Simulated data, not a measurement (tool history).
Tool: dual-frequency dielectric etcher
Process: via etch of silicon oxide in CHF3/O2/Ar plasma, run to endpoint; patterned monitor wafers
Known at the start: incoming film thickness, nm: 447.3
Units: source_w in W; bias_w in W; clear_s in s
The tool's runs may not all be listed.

run,hour,source_w,bias_w,clear_s
1,0.0,790,165,196.50
2,5.4,790,142,200.90
3,7.4,660,142,219.73
4,10.7,660,132,220.02
5,18.8,560,132,239.63
6,20.6,640,132,225.55
7,23.5,720,137,211.23
8,31.3,790,140,204.29
9,35.1,850,147,196.31
10,41.6,850,147,196.29
11,43.9,900,154,189.08

The next listed run, before its measurement:
12,47.8,940,160,?

Run 12 gave clear_s 186.70 s.
